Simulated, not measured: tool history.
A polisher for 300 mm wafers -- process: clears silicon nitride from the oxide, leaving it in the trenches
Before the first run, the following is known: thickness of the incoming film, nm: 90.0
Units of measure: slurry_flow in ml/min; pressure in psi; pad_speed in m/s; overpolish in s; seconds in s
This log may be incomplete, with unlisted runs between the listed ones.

run,day,slurry_flow,pressure,pad_speed,overpolish,seconds
1,0.000,255,3.3,1.28,14,69.587
2,0.025,255,2.4,1.28,14,88.137
3,0.121,255,2.4,1.04,14,104.660
4,0.238,255,2.4,1.20,14,92.624
5,0.450,255,2.1,1.20,14,102.540
6,0.646,255,2.5,1.22,14,89.522

Predict the results of run 7:
7,0.779,255,2.8,1.24,14,?

{"run 7": {"seconds": 79.848}}
